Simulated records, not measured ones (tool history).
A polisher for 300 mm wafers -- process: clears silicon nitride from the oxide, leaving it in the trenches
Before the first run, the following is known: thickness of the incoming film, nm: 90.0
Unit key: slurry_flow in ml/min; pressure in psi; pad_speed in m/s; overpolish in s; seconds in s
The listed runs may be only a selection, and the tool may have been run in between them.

| run | day | slurry_flow | pressure | pad_speed | overpolish | seconds |
|---|---|---|---|---|---|---|
| 1 | 0.000 | 160 | 2.4 | 1.28 | 34 | 87.623 |
| 2 | 0.154 | 160 | 3.0 | 1.28 | 34 | 70.932 |
| 3 | 0.521 | 160 | 3.0 | 1.28 | 34 | 71.706 |
| 4 | 0.792 | 160 | 3.0 | 0.96 | 34 | 92.797 |
| 5 | 0.983 | 160 | 2.8 | 0.96 | 34 | 98.495 |
| 6 | 1.167 | 160 | 3.1 | 0.96 | 34 | 89.155 |
| 7 | 1.254 | 160 | 2.7 | 0.94 | 34 | 105.000 |
| 8 | 1.392 | 160 | 2.5 | 0.94 | 34 | 112.990 |
| 9 | 1.562 | 160 | 2.3 | 0.94 | 34 | 122.860 |
| 10 | 1.862 | 160 | 2.2 | 0.94 | 34 | 126.490 |
| 11 | 2.179 | 160 | 2.1 | 0.94 | 34 | 132.710 |
| 12 | 2.312 | 160 | 2.0 | 0.94 | 34 | 140.650 |
| 13 | 2.412 | 160 | 2.0 | 0.94 | 34 | 138.110 |
| 14 | 2.538 | 150 | 1.7 | 0.94 | 34 | 166.150 |
| 15 | 2.612 | 155 | 1.7 | 0.94 | 34 | 165.290 |
|  | 2.883 | head pressure recalibrated |
| 16 | 2.883 | 160 | 1.7 | 0.94 | 34 | 178.240 |
| 17 | 3.183 | 150 | 1.7 | 0.94 | 34 | 181.090 |
| 18 | 3.533 | 155 | 1.7 | 0.94 | 34 | 178.730 |
| 19 | 3.767 | 165 | 1.7 | 0.94 | 34 | 180.100 |
| 20 | 4.033 | 155 | 1.7 | 0.94 | 34 | 183.180 |
| 21 | 4.233 | 165 | 1.7 | 0.94 | 34 | 183.410 |
| 22 | 4.383 | 155 | 1.7 | 0.94 | 34 | 182.700 |
| 23 | 4.629 | 165 | 1.7 | 0.94 | 34 | 181.440 |

Forecast run 24:
| 24 | 4.992 | 155 | 1.7 | 0.94 | 34 | ? |

For run 24 the tool returned seconds 181.490 s.

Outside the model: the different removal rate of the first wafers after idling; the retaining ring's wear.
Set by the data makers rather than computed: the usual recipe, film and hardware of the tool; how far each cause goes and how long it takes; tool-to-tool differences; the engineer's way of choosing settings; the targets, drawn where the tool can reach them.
